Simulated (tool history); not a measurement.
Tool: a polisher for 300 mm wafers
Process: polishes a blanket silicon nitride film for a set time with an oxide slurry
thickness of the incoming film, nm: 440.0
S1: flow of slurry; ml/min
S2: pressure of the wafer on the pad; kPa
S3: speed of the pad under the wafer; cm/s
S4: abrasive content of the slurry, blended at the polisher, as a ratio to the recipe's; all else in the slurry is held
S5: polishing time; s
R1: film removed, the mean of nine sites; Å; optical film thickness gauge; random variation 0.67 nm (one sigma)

run    day   S1    S2  S3    S4  S5      R1
  1      0  300  27.6  90     1  48  340.79
  2  0.092  300  22.1  90     1  48  272.46
  3  0.304  260  22.1  90     1  48  272.13
  4  0.329  260  22.1  90     1  50  277.47
  5  0.479  260  22.1  90  0.85  50  264.57
  6  0.621  260  28.3  90  0.85  50  333.79
  7  0.988  265  31.7  90  0.85  50  370.22

Run 8 comes next. What will it give?
  8  1.025  275  35.2  90  0.85  50   ?

{"run 8": {"R1": 408.13}}
